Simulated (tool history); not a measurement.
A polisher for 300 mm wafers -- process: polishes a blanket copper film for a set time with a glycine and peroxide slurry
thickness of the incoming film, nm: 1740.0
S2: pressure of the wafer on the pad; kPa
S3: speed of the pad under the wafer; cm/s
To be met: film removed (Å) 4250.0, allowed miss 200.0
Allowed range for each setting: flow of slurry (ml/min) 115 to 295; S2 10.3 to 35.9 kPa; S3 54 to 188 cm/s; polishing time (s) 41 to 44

run 1 hour=0.0 | flow_of_slurry_(ml/min)=190 S2=22.8 S3=120 polishing_time_(s)=41 | film_removed_(Å)=3084.3
run 2 hour=7.8 | flow_of_slurry_(ml/min)=190 S2=24.1 S3=120 polishing_time_(s)=41 | film_removed_(Å)=3355.1
run 3 hour=12.6 | flow_of_slurry_(ml/min)=190 S2=24.8 S3=120 polishing_time_(s)=41 | film_removed_(Å)=3308.0
run 4 hour=14.7 | flow_of_slurry_(ml/min)=190 S2=19.3 S3=120 polishing_time_(s)=41 | film_removed_(Å)=2845.4
run 5 hour=20.4 | flow_of_slurry_(ml/min)=190 S2=21.4 S3=122 polishing_time_(s)=41 | film_removed_(Å)=3061.2
run 6 hour=24.1 | flow_of_slurry_(ml/min)=190 S2=21.4 S3=140 polishing_time_(s)=41 | film_removed_(Å)=3495.6
run 7 hour=29.0 | flow_of_slurry_(ml/min)=190 S2=22.1 S3=140 polishing_time_(s)=41 | film_removed_(Å)=3524.9
run 8 hour=35.8 | flow_of_slurry_(ml/min)=190 S2=22.8 S3=140 polishing_time_(s)=41 | film_removed_(Å)=3534.9

5 next moves are on the table. One of them brings every result within its allowed miss. Which?
run A hour=42.6 | flow_of_slurry_(ml/min)=230 S2=23.4 S3=112 polishing_time_(s)=41 | film_removed_(Å)=?
run B hour=42.6 | flow_of_slurry_(ml/min)=205 S2=17.9 S3=140 polishing_time_(s)=41 | film_removed_(Å)=?
run C hour=42.6 | flow_of_slurry_(ml/min)=195 S2=20.7 S3=186 polishing_time_(s)=44 | film_removed_(Å)=?
run D hour=42.6 | flow_of_slurry_(ml/min)=175 S2=24.8 S3=166 polishing_time_(s)=43 | film_removed_(Å)=?
run E hour=42.6 | flow_of_slurry_(ml/min)=175 S2=22.8 S3=154 polishing_time_(s)=44 | film_removed_(Å)=?

move=A film_removed_(Å)=3185.9
move=B film_removed_(Å)=3172.3
move=C film_removed_(Å)=4798.5
move=D film_removed_(Å)=4749.0
move=E film_removed_(Å)=4261.7
A: lands further from the targets than the last run did
B: lands further from the targets than the last run did
C: pushes the last run's worst result past its target
D: pushes the last run's worst result past its target
E: meets every target
E meets every target.
